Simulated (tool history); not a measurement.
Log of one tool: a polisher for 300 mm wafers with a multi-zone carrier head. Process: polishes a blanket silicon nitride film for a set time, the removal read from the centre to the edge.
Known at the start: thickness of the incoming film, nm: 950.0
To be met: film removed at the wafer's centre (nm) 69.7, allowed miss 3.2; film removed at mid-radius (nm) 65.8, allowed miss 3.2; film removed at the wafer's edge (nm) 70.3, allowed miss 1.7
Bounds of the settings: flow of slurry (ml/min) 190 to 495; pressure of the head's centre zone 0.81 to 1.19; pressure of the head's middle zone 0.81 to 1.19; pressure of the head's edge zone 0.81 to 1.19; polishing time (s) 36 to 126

run  hour  flow of slurry (ml/min)  pressure of the head's centre zone  pressure of the head's middle zone  pressure of the head's edge zone  polishing time (s)  film removed at the wafer's centre (nm)  film removed at mid-radius (nm)  film removed at the wafer's edge (nm)
  1     0                      320                                   1                                   1                                 1                  81                                   94.167                            91.88                                 88.402
  2     1                      310                                0.97                                0.95                              0.97                  76                                   83.468                            80.76                                 80.478
  3   7.5                      305                                0.95                                0.91                              0.93                  75                                   81.865                           78.357                                 79.838
  4  14.6                      305                                0.95                                0.99                              0.93                  75                                   82.714                            82.28                                 78.707
  5  23.6                      305                                0.95                                0.94                              0.93                  75                                   83.403                           82.237                                 77.845
  6  26.9                      305                                0.88                                0.94                              0.93                  75                                   76.332                           80.509                                 78.801
  7  31.9                      305                                0.88                                0.94                              0.93                  75                                   75.576                           80.068                                 77.998
  8  40.7                      295                                0.89                                 0.9                              0.92                  72                                   75.314                           72.611                                 74.535
  9  49.2                      280                                0.87                                0.89                              0.91                  71                                   69.655                            69.87                                 73.747
 10  56.8                      275                                0.88                                0.88                              0.89                  70                                   69.737                           71.536                                 71.061

5 next moves are on the table. One of them brings every result within its allowed miss. Which?
  A  64.4                      260                                0.85                                0.92                              0.85                  71                                        ?                                ?                                      ?
  B  64.4                      260                                0.85                                0.92                              0.83                  73                                        ?                                ?                                      ?
  C  64.4                      345                                 0.9                                0.86                              0.94                  66                                        ?                                ?                                      ?
  D  64.4                      210                                0.91                                0.95                              0.91                  72                                        ?                                ?                                      ?
  E  64.4                      300                                0.87                                0.84                              0.88                  72                                        ?                                ?                                      ?

move  film removed at the wafer's centre (nm)  film removed at mid-radius (nm)  film removed at the wafer's edge (nm)
   A                                    68.65                           72.347                                 69.914
   B                                   70.584                           74.387                                 71.128
   C                                   69.761                           65.575                                 69.735
   D                                   71.819                           72.985                                 71.391
   E                                   72.509                           69.207                                 73.028
A: further off than the last run
B: further off than the last run
C: meets every target
D: further off than the last run
E: nearer than the last run, and not there yet
The right move is C.

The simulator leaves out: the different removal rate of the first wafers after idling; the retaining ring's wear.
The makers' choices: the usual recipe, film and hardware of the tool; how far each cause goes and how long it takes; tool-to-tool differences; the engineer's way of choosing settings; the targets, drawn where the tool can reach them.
